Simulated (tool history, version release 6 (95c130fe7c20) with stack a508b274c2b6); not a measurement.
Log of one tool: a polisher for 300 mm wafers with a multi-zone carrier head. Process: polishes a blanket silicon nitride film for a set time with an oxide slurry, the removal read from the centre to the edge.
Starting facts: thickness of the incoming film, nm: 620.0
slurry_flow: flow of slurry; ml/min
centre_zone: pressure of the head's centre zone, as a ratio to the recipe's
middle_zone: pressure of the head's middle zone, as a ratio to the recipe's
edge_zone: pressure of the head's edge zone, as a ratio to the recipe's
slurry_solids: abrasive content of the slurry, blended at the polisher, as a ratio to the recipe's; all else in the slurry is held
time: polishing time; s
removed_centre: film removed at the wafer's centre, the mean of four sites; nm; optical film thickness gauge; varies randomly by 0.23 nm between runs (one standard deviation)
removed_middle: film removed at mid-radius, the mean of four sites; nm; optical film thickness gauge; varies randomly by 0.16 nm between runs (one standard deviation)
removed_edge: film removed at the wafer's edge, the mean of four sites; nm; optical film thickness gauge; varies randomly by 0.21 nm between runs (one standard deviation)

run    day  slurry_flow  centre_zone  middle_zone  edge_zone  slurry_solids  time  removed_centre  removed_middle  removed_edge
  1      0          125            1            1          1              1    66          35.703          37.185        35.632
  2  0.083          115         0.96         0.99       0.98            0.9    63          31.443          32.828        31.303
  3  0.388          115         0.88         0.99       0.98            0.9    63          29.117          32.892        31.674
  4  0.533          115         0.88         0.99       0.98            0.9    50          23.191          26.396        25.656
  5  0.696          110         0.86         0.99       0.98            0.8    50          21.699          24.446        23.975
  6  1.008          110         0.86         0.91       0.98            0.8    50          20.923          22.819        23.735
  7  1.117          110         0.86         0.91       0.98            0.8    50          21.258          22.767        24.174

Run 8 is up next; what results do you expect?
  8  1.371          105         0.85         0.93       0.98           0.75    50               ?               ?             ?

Run 8 measured removed_centre 20.177 nm, removed_middle 22.477 nm, removed_edge 23.351 nm.
